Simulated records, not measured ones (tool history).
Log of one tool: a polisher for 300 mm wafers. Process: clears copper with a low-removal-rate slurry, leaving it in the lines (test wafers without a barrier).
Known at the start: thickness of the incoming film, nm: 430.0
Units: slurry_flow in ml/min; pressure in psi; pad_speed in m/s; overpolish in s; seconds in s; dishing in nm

run,hour,slurry_flow,pressure,pad_speed,slurry_solids,overpolish,seconds,dishing
1,0,180,4,1.16,1,27,75.275,34.971
2,2.6,175,3.4,1.1,1,29,92.335,32.662
3,9,175,3.4,1.1,1,23,93.761,30.941
4,10,170,2.9,1.04,1,28,115.65,30.412
5,15.1,170,2.9,1.04,1,33,115.07,31.699
6,15.7,160,2.6,1.04,1,35,130.37,30.832
7,20.2,150,2.4,1.04,1,36,141.8,30.499
8,26.3,140,2.3,1.04,1,36,148.8,29.673
9,30.3,135,2.3,1.04,1,37,150.62,30.027
10,31.6,130,2.3,1.04,1,37,151.09,29.776

The next listed run, before its measurement:
11,35.5,125,2,1.04,1,39,?,?

seconds: 172.89 s
dishing: 27.88 nm
